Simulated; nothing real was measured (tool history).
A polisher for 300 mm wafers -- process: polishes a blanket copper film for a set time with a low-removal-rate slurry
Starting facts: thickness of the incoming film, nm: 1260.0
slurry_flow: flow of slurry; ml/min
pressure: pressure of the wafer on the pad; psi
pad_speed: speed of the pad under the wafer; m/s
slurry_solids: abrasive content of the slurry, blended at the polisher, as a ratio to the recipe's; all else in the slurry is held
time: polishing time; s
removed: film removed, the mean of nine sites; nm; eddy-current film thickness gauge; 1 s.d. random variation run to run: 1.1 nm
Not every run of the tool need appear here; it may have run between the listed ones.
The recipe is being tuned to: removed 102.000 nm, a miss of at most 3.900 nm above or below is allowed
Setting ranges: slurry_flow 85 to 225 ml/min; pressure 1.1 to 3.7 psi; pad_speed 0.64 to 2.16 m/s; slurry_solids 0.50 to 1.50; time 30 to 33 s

run	hour	slurry_flow	pressure	pad_speed	slurry_solids	time	removed
1	0.0	145	2.4	1.40	1.00	33	140.590
2	6.6	145	2.3	1.40	1.00	33	130.270
3	14.6	145	2.3	1.40	0.90	33	129.010
4	15.3	145	2.3	1.40	0.90	30	115.870
5	20.3	145	2.3	1.40	0.90	33	128.360
6	23.9	145	2.3	1.70	0.90	33	152.650
7	32.5	145	2.3	1.70	0.90	33	155.910
8	33.3	145	2.2	1.70	0.90	33	146.430
9	36.6	145	2.1	1.70	0.90	33	139.150

Exercise: of the 5 proposed moves below, exactly one satisfies all targets within the stated allowed misses. Which move is it?
A	39.9	135	2.1	1.52	1.00	30	?
B	39.9	170	1.3	1.76	1.05	30	?
C	39.9	175	2.1	1.98	0.90	33	?
D	39.9	170	1.3	1.98	1.05	30	?
E	39.9	150	1.6	1.54	0.95	30	?

move	removed
A	116.770
B	89.833
C	167.650
D	100.790
E	91.245
A: closes in on the targets versus the last run, not all within tolerance yet
B: takes the biggest miss from the last run beyond its target
C: its largest miss is bigger than the last run's
D: all results land within tolerance of their targets
E: takes the biggest miss from the last run beyond its target
Move D is the one to make.
